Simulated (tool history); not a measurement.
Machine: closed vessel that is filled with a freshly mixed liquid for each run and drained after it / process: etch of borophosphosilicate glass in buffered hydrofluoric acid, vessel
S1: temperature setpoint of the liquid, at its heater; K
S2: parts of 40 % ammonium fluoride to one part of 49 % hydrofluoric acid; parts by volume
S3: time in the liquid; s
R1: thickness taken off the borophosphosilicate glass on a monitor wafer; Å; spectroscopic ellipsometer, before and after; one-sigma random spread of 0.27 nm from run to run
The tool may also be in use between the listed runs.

run,hour,S1,S2,S3,R1
1,0.0,294.15,23.5,30,208.42
2,5.4,296.15,21.0,30,251.90
3,10.2,296.15,24.0,30,230.46
4,15.2,293.15,24.0,30,193.87
5,23.1,295.65,21.5,30,242.47
6,30.1,295.65,16.0,30,318.91
7,32.2,297.15,16.0,30,346.61

Run 8 has not been measured yet. What should we expect?
8,37.0,298.15,16.0,30,?

{"run 8": {"R1": 365.23}}

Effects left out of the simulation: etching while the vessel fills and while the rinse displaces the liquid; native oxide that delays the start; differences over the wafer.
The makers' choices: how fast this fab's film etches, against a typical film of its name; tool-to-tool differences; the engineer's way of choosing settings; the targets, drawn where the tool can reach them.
